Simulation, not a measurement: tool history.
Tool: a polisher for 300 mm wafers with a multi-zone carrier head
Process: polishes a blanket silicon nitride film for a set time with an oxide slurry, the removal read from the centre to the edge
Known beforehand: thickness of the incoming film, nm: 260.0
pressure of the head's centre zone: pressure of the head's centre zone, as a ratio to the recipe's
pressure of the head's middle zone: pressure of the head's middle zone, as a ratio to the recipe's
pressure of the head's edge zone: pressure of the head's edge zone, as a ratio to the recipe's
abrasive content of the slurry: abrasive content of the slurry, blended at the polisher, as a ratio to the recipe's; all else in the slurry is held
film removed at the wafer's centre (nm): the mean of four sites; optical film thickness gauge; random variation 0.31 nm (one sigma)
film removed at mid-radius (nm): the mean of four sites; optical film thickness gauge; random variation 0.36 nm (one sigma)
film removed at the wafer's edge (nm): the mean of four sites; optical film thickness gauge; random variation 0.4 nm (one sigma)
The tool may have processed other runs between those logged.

run,day,flow of slurry (ml/min),pressure of the head's centre zone,pressure of the head's middle zone,pressure of the head's edge zone,abrasive content of the slurry,polishing time (s),film removed at the wafer's centre (nm),film removed at mid-radius (nm),film removed at the wafer's edge (nm)
1,0.000,230,1.00,1.00,1.00,1.00,34,23.980,24.427,24.106
2,0.354,235,0.99,1.03,1.03,1.10,35,25.890,27.117,26.012
3,0.517,275,0.99,1.03,1.03,1.10,35,26.725,27.971,25.894
4,0.888,275,0.99,1.03,1.03,1.10,39,29.303,30.822,29.042
5,0.912,275,0.99,1.03,1.03,1.10,43,32.845,34.238,32.635
6,1.221,270,0.97,1.04,1.05,1.10,43,31.985,34.767,33.000
7,1.283,270,0.97,1.04,1.05,1.10,43,31.732,34.404,32.531

Run 8 comes next. What will it give?
8,1.312,265,0.96,1.05,1.06,1.15,43,?,?,?

Logged for run 8: film removed at the wafer's centre (nm) 32.662, film removed at mid-radius (nm) 35.327, film removed at the wafer's edge (nm) 33.282.

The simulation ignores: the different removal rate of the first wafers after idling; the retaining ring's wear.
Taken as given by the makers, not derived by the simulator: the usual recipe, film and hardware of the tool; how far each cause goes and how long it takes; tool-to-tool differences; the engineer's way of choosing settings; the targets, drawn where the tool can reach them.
